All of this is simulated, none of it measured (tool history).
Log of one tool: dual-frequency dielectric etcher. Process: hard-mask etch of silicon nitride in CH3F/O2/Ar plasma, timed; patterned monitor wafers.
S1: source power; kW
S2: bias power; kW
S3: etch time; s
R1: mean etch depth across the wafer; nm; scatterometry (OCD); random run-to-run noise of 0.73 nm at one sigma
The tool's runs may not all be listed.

{"run": 1, "hour": 0.0, "S1": 0.29, "S2": 0.053, "S3": 219, "R1": 134.47}
{"run": 2, "hour": 2.4, "S1": 0.27, "S2": 0.053, "S3": 219, "R1": 134}
{"run": 3, "hour": 10.4, "S1": 0.27, "S2": 0.057, "S3": 219, "R1": 138.24}
{"run": 4, "hour": 13.2, "S1": 0.27, "S2": 0.057, "S3": 228.5, "R1": 140.6}
{"run": 5, "hour": 17.8, "S1": 0.27, "S2": 0.057, "S3": 228.5, "R1": 142.58}
{"run": 6, "hour": 20.9, "S1": 0.27, "S2": 0.057, "S3": 228.5, "R1": 141.59}

What does the tool deliver on the next run?
{"run": 7, "hour": 21.9, "S1": 0.26, "S2": 0.054, "S3": 227, "R1": "?"}

Run 7 produced R1 137.39 nm.
